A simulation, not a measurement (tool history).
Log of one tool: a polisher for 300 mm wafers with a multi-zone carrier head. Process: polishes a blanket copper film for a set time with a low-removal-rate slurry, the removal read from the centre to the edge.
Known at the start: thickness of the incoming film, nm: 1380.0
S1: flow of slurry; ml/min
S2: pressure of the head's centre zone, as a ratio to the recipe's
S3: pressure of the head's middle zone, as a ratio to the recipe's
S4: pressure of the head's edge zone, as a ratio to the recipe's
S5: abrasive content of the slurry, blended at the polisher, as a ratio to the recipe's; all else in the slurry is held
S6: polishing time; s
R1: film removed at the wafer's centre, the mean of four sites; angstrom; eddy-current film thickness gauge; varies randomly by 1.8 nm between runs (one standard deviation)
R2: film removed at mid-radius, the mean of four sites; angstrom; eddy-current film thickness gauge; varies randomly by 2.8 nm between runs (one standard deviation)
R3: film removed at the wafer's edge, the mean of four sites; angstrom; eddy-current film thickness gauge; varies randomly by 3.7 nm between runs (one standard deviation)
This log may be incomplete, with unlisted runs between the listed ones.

Run 1, day 0.000: S1 170 ml/min, S2 1.00, S3 1.00, S4 1.00, S5 1.00, S6 70 s. Result: R1 1926.6 angstrom, R2 1949.2 angstrom, R3 1954.5 angstrom.
Run 2, day 0.221: S1 170 ml/min, S2 1.00, S3 0.93, S4 1.00, S5 1.00, S6 70 s. Result: R1 1946.9 angstrom, R2 1836.6 angstrom, R3 1914.2 angstrom.
Run 3, day 0.358: S1 170 ml/min, S2 1.00, S3 0.93, S4 1.00, S5 1.00, S6 63 s. Result: R1 1730.6 angstrom, R2 1651.8 angstrom, R3 1758.7 angstrom.
Run 4, day 0.421: S1 210 ml/min, S2 1.00, S3 0.93, S4 1.00, S5 1.00, S6 63 s. Result: R1 1814.3 angstrom, R2 1678.5 angstrom, R3 1822.8 angstrom.
Run 5, day 0.596: S1 210 ml/min, S2 1.00, S3 1.00, S4 1.00, S5 1.00, S6 63 s. Result: R1 1821.6 angstrom, R2 1860.1 angstrom, R3 1790.0 angstrom.
Run 6, day 0.938: S1 220 ml/min, S2 1.06, S3 0.99, S4 1.05, S5 1.15, S6 68 s. Result: R1 2128.9 angstrom, R2 2016.4 angstrom, R3 2025.4 angstrom.

For run 7, what comes out?
Run 7, day 1.212: S1 230 ml/min, S2 1.10, S3 0.97, S4 1.08, S5 1.25, S6 72 s. Result: R1 ?, R2 ?, R3 ?.

Run 7 came out at R1 2412.7 angstrom, R2 2124.1 angstrom, R3 2195.0 angstrom.
